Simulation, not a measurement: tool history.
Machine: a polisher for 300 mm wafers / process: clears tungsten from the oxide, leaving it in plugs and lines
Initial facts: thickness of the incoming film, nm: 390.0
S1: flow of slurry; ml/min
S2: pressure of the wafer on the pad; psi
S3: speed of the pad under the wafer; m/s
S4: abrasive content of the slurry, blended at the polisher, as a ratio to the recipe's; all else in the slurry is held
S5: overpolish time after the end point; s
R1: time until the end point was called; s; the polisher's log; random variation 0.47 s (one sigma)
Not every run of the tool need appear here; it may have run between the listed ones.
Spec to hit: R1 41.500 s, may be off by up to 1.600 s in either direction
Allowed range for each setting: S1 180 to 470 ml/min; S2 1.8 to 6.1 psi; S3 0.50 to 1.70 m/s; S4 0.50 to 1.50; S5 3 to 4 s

| run | hour | S1 | S2 | S3 | S4 | S5 | R1 |
|---|---|---|---|---|---|---|---|
| 1 | 0.0 | 300 | 3.9 | 1.10 | 1.00 | 4 | 77.241 |
| 2 | 1.8 | 300 | 4.4 | 1.12 | 1.00 | 4 | 65.960 |
| 3 | 4.5 | 235 | 4.4 | 1.12 | 1.00 | 4 | 69.152 |
| 4 | 12.3 | 235 | 4.4 | 1.12 | 1.00 | 4 | 69.542 |
| 5 | 20.1 | 235 | 4.4 | 0.98 | 1.00 | 4 | 75.509 |
| 6 | 27.1 | 235 | 4.4 | 0.98 | 1.00 | 3 | 77.232 |
| 7 | 34.7 | 235 | 4.4 | 0.98 | 1.00 | 3 | 77.054 |
| 8 | 39.2 | 245 | 4.8 | 1.02 | 1.00 | 3 | 68.504 |
| 9 | 45.2 | 250 | 5.1 | 1.08 | 1.00 | 3 | 60.356 |
| 10 | 53.1 | 255 | 5.3 | 1.12 | 1.00 | 3 | 56.219 |
| 11 | 59.0 | 260 | 5.5 | 1.16 | 1.00 | 3 | 53.264 |
| 12 | 67.2 | 260 | 5.6 | 1.20 | 1.00 | 3 | 51.485 |
| 13 | 74.6 | 265 | 5.7 | 1.24 | 1.00 | 3 | 48.889 |
| 14 | 78.4 | 265 | 5.7 | 1.24 | 1.00 | 3 | 48.266 |
| 15 | 86.2 | 265 | 5.8 | 1.26 | 1.00 | 3 | 47.665 |

Which single option among these 4 for the next run brings every result within its allowed miss of target? Just one does.
| A | 94.0 | 325 | 6.1 | 1.46 | 1.10 | 4 | ? |
| B | 94.0 | 200 | 6.1 | 1.46 | 0.95 | 3 | ? |
| C | 94.0 | 205 | 5.5 | 1.38 | 0.90 | 4 | ? |
| D | 94.0 | 290 | 5.4 | 1.34 | 0.70 | 4 | ? |

| move | R1 |
|---|---|
| A | 38.331 |
| B | 41.740 |
| C | 48.838 |
| D | 52.155 |
A: pushes the last run's worst result past its target
B: in spec on every target
C: lands further from the targets than the last run did
D: lands further from the targets than the last run did
Go with B: it meets all targets.

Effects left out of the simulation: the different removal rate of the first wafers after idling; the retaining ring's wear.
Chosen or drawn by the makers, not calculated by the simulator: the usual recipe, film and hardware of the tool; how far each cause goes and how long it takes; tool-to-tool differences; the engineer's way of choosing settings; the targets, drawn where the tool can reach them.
